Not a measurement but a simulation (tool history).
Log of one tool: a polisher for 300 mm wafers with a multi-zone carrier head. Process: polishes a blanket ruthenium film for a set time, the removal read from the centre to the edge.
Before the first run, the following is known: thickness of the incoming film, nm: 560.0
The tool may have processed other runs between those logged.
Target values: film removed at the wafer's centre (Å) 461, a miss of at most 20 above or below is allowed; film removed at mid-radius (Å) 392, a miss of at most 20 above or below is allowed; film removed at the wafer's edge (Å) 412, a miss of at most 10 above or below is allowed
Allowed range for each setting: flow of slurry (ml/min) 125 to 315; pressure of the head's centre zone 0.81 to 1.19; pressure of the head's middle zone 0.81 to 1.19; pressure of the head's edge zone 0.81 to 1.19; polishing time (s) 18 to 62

run    day  flow of slurry (ml/min)  pressure of the head's centre zone  pressure of the head's middle zone  pressure of the head's edge zone  polishing time (s)  film removed at the wafer's centre (Å)  film removed at mid-radius (Å)  film removed at the wafer's edge (Å)
  1      0                      205                                   1                                   1                                 1                  40                                  257.08                          287.25                                 289.6
  2   0.05                      230                                   1                                   1                                 1                  40                                  261.93                          291.47                                 291.3
  3  0.183                      235                                1.02                                0.99                                 1                  42                                  284.32                           309.9                                307.18
  4  0.533                      235                                1.09                                0.99                                 1                  42                                  299.77                          309.56                                305.24
      0.75  -- centre zone pressure recalibrated
  5   0.75                      235                                1.09                                0.99                              1.06                  42                                  332.19                          302.99                                317.11
  6  1.021                      235                                1.09                                0.99                              0.98                  42                                  341.29                           300.7                                306.42
  7  1.154                      235                                 1.1                                0.99                                 1                  43                                   342.2                          311.64                                320.44
  8  1.342                      235                                1.11                                   1                              1.01                  44                                  355.19                          322.07                                 324.3
  9  1.638                      240                                1.11                                   1                              1.03                  45                                  371.25                          321.95                                333.29
 10  1.704                      240                                 1.1                                   1                              1.03                  46                                  364.63                          338.59                                341.88
 11  1.792                      240                                1.11                                   1                              1.04                  47                                  382.08                             353                                350.87

4 candidate next runs follow, results not yet known. Just one meets every target within its allowed miss. Identify it.
  A  1.879                      245                                   1                                1.07                              0.98                  57                                       ?                               ?                                     ?
  B  1.879                      255                                1.12                                1.07                              0.92                  55                                       ?                               ?                                     ?
  C  1.879                      215                                1.09                                   1                              0.99                  54                                       ?                               ?                                     ?
  D  1.879                      220                                1.16                                0.96                              1.05                  55                                       ?                               ?                                     ?

move  film removed at the wafer's centre (Å)  film removed at mid-radius (Å)  film removed at the wafer's edge (Å)
   A                                  411.54                          437.25                                409.71
   B                                  447.31                          423.54                                385.02
   C                                  417.76                          384.93                                385.92
   D                                  454.33                          379.73                                405.57
A: the worst result of the last run now meets its target, but another is out of spec
B: nearer the targets than the last run, but a result is still out of spec
C: nearer the targets than the last run, but a result is still out of spec
D: hits every target within its allowed miss
D meets every target.

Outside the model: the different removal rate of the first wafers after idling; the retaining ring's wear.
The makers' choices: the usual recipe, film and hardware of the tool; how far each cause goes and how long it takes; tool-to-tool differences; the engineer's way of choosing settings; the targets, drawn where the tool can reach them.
